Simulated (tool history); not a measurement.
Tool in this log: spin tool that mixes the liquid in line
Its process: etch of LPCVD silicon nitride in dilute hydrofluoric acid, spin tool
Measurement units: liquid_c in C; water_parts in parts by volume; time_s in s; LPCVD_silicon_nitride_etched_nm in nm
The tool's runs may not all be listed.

run  hour  liquid_c  water_parts  time_s  LPCVD_silicon_nitride_etched_nm
  1   0.0      25.0           50     295                           3.4741
  2   4.1      23.5           50     295                           3.1884
  3  12.6      23.5           40     295                           3.8865
  4  17.9      20.0           40     295                           3.1159
  5  24.9      19.0           40     295                           2.8454
  6  33.2      18.5           40     295                           2.8466

What will run 7 give?
  7  34.7      18.0           40     295                                ?

{"run 7": {"LPCVD_silicon_nitride_etched_nm": 2.7192}}
